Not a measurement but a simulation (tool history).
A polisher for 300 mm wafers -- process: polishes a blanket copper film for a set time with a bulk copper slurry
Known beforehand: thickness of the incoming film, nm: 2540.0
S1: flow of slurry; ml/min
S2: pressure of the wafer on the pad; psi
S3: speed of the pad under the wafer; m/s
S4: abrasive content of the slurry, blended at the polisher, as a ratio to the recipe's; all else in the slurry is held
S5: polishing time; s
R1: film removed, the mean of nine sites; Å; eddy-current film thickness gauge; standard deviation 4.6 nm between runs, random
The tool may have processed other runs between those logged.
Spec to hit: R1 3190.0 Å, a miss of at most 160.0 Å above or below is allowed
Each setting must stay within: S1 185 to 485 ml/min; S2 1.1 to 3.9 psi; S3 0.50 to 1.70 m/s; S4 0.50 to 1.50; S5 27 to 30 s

run,day,S1,S2,S3,S4,S5,R1
1,0.000,310,2.5,1.10,1.00,30,2276.9
2,0.354,310,2.5,1.10,1.00,27,1970.8
3,0.458,310,2.5,1.10,0.80,27,1903.2
4,0.771,250,2.5,1.10,0.80,27,1869.7
5,1.033,185,2.5,1.10,0.80,27,1791.3
6,1.275,185,2.5,1.10,0.80,27,1823.0
7,1.367,185,2.8,1.12,0.80,27,2078.8
8,1.467,185,3.0,1.12,0.80,27,2199.2
9,1.633,185,3.2,1.14,0.80,27,2385.3
10,1.667,185,3.4,1.16,0.80,27,2567.1
11,1.800,185,3.5,1.18,0.80,27,2712.8

Consider the 5 candidate settings below. Which is the only one whose results all fall within their allowed miss of target?
A,1.933,220,2.9,1.34,0.70,27,?
B,1.933,410,3.6,1.50,0.60,27,?
C,1.933,225,3.7,1.18,0.80,27,?
D,1.933,185,2.8,1.58,0.85,30,?
E,1.933,215,3.4,1.10,0.95,27,?

move,R1
A,2501.6
B,3520.0
C,2929.2
D,3179.8
E,2620.1
A: further off than the last run
B: takes the biggest miss from the last run beyond its target
C: an improvement on the last run, though not all results are within tolerance
D: all results in spec
E: further off than the last run
Correct choice: D, which meets every target

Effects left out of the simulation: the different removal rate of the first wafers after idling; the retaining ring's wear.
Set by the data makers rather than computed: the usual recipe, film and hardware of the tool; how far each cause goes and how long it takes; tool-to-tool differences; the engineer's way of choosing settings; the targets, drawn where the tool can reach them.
